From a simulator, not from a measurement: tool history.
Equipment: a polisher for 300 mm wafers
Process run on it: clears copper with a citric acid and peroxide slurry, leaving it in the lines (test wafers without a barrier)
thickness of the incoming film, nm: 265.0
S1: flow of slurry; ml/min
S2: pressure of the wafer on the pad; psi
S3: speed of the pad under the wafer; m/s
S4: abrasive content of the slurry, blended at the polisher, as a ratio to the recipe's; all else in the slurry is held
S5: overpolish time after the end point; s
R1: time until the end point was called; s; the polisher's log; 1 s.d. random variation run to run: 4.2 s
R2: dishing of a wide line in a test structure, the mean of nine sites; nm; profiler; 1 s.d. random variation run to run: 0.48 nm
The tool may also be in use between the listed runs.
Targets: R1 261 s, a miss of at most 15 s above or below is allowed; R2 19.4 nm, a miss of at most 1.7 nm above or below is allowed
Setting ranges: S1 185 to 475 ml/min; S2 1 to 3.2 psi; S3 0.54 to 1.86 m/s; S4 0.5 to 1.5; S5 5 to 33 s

Run 1, day 0: S1 305 ml/min, S2 2.1 psi, S3 1.18 m/s, S4 1, S5 17 s. Result: R1 179.26 s, R2 18.986 nm.
Run 2, day 0.262: S1 305 ml/min, S2 2 psi, S3 1.18 m/s, S4 1, S5 18 s. Result: R1 191.44 s, R2 18.075 nm.
Run 3, day 0.4: S1 305 ml/min, S2 1.9 psi, S3 1.18 m/s, S4 1, S5 19 s. Result: R1 194.46 s, R2 19.003 nm.
Run 4, day 0.662: S1 305 ml/min, S2 1.8 psi, S3 1.18 m/s, S4 1, S5 20 s. Result: R1 206.48 s, R2 18.699 nm.
Run 5, day 0.962: S1 305 ml/min, S2 1.7 psi, S3 1.18 m/s, S4 1, S5 21 s. Result: R1 220.2 s, R2 18.017 nm.
Run 6, day 1.329: S1 360 ml/min, S2 1.7 psi, S3 1.18 m/s, S4 1, S5 21 s. Result: R1 210.74 s, R2 17.652 nm.
Run 7, day 1.396: S1 355 ml/min, S2 1.7 psi, S3 1.18 m/s, S4 1, S5 22 s. Result: R1 214.15 s, R2 19.543 nm.
Run 8, day 1.438: S1 350 ml/min, S2 1.3 psi, S3 1.16 m/s, S4 1, S5 25 s. Result: R1 274.21 s, R2 16.585 nm.

Below are 4 possible settings for the next run. Only one of them brings all results inside the allowed miss of their targets. Which is it?
Run A, day 1.479: S1 390 ml/min, S2 1.4 psi, S3 1.24 m/s, S4 1.05, S5 17 s. Result: R1 ?, R2 ?.
Run B, day 1.479: S1 330 ml/min, S2 1.4 psi, S3 1.1 m/s, S4 1.05, S5 33 s. Result: R1 ?, R2 ?.
Run C, day 1.479: S1 330 ml/min, S2 1.8 psi, S3 0.86 m/s, S4 0.9, S5 20 s. Result: R1 ?, R2 ?.
Run D, day 1.479: S1 375 ml/min, S2 1.5 psi, S3 1.04 m/s, S4 1.1, S5 26 s. Result: R1 ?, R2 ?.

move      R1      R2
   A  243.66  14.355
   B  271.68  22.734
   C  263.69  15.595
   D  261.45  19.448
A: misses by more than the last run did
B: moves the result that the last run missed by most past its target, out the other side
C: misses by more than the last run did
D: every result within its allowed miss
Correct choice: D, which meets every target
